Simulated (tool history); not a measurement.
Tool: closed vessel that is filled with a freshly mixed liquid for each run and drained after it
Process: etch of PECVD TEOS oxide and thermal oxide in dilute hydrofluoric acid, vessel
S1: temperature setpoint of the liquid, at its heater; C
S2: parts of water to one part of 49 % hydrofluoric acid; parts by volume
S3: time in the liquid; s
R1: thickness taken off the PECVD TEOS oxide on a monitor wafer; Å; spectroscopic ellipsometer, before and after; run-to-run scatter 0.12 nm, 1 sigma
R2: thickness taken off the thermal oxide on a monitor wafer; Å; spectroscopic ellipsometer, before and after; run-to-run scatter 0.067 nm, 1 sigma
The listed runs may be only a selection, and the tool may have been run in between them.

run	hour	S1	S2	S3	R1	R2
1	0	21	45	60	140.56	63.417
2	8.2	21	60	60	102.78	46.206
3	17.2	23	60	60	111.24	49.525
4	24	24.5	60	60	118.52	53.169
5	26.8	24.5	55	60	131.83	57.297
6	32.5	27.5	55	60	147.84	64.92
7	38.2	28	55	60	151.37	66.812
8	43.9	28.5	55	60	151.93	67.453
9	47.8	29	55	60	157.47	68.818

Forecast run 10:
10	55.2	28.5	55	60	?	?

Run 10 measured R1 152.35 Å, R2 67.163 Å.

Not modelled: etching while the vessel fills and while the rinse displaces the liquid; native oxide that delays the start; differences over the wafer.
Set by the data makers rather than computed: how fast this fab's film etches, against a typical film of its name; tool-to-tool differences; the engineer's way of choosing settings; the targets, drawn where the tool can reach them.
